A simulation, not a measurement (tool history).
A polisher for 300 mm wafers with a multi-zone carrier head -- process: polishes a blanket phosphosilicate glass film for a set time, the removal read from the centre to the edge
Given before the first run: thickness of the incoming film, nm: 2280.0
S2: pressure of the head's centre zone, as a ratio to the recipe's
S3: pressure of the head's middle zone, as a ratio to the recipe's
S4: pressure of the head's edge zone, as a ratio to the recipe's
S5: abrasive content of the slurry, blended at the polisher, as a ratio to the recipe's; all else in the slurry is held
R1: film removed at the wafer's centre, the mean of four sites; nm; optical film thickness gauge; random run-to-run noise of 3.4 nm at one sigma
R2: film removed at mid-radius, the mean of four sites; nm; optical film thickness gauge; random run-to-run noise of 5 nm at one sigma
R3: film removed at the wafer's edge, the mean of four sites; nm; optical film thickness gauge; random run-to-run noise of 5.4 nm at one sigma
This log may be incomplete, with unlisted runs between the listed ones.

run 1 hour=0.0 | flow_of_slurry_(ml/min)=225 S2=1.00 S3=1.00 S4=1.00 S5=1.00 polishing_time_(s)=41 | R1=283.43 R2=280.86 R3=277.29
run 2 hour=1.7 | flow_of_slurry_(ml/min)=225 S2=1.00 S3=1.00 S4=1.02 S5=1.05 polishing_time_(s)=42 | R1=295.30 R2=294.29 R3=292.25
run 3 hour=9.7 | flow_of_slurry_(ml/min)=225 S2=1.00 S3=1.06 S4=1.02 S5=1.05 polishing_time_(s)=42 | R1=294.69 R2=300.31 R3=288.56
run 4 hour=14.9 | flow_of_slurry_(ml/min)=225 S2=0.99 S3=1.05 S4=1.04 S5=1.10 polishing_time_(s)=43 | R1=307.00 R2=310.43 R3=311.75
run 5 hour=17.9 | flow_of_slurry_(ml/min)=225 S2=0.99 S3=1.09 S4=1.04 S5=1.10 polishing_time_(s)=43 | R1=304.60 R2=327.39 R3=314.87
run 6 hour=24.8 | flow_of_slurry_(ml/min)=225 S2=0.99 S3=1.03 S4=1.04 S5=1.10 polishing_time_(s)=43 | R1=307.46 R2=315.56 R3=308.47

For run 7, what comes out?
run 7 hour=28.6 | flow_of_slurry_(ml/min)=220 S2=0.98 S3=1.01 S4=1.06 S5=1.15 polishing_time_(s)=44 | R1=? R2=? R3=?

R1: 312.31 nm
R2: 321.17 nm
R3: 331.79 nm
